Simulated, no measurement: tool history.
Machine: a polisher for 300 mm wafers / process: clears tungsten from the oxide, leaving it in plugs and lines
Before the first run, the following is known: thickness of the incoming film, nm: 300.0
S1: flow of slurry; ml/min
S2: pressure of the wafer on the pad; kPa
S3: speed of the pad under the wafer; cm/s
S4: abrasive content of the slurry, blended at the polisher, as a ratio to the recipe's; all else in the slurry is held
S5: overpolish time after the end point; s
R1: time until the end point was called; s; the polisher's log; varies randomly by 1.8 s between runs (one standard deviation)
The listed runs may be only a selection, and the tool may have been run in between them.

run  hour   S1    S2  S3   S4  S5      R1
  1     0  185  20.7  96    1  15  96.577
  2   2.1  180  18.6  92    1  15     111
  3  10.6  180  23.4  92    1  15  89.445
  4  16.3  180  23.4  92  0.9  15  91.424
  5    21  175  21.4  88  0.9  15  103.76
  6  27.5  175  19.3  84  0.9  15  117.25
  7  31.5  175  17.9  80  0.9  15   130.5
  8  32.1  175  16.5  78  0.9  15  145.37

Run 9 has not been measured yet. What should we expect?
  9  40.3  175  15.2  78  0.9  15   ?

R1: 158.38 s
